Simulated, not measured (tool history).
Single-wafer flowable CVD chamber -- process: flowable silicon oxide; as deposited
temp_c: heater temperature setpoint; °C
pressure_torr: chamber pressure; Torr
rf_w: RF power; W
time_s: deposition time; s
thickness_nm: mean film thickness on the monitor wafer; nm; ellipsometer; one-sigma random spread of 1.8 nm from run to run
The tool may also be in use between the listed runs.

run 1 hour=0 | temp_c=90 pressure_torr=0.766 rf_w=1700 time_s=474 | thickness_nm=369.34
run 2 hour=7.8 | temp_c=87 pressure_torr=0.766 rf_w=1700 time_s=474 | thickness_nm=403.15
run 3 hour=10.5 | temp_c=85 pressure_torr=0.766 rf_w=1700 time_s=474 | thickness_nm=431.45
run 4 hour=18.2 | temp_c=85 pressure_torr=0.766 rf_w=1915 time_s=474 | thickness_nm=441.19
run 5 hour=25 | temp_c=84 pressure_torr=0.766 rf_w=1915 time_s=474 | thickness_nm=455.18
run 6 hour=27.4 | temp_c=79 pressure_torr=0.766 rf_w=1915 time_s=474 | thickness_nm=532.85

Predict the results of run 7:
run 7 hour=28.2 | temp_c=80 pressure_torr=0.766 rf_w=1915 time_s=474 | thickness_nm=?

thickness_nm: 518.27 nm
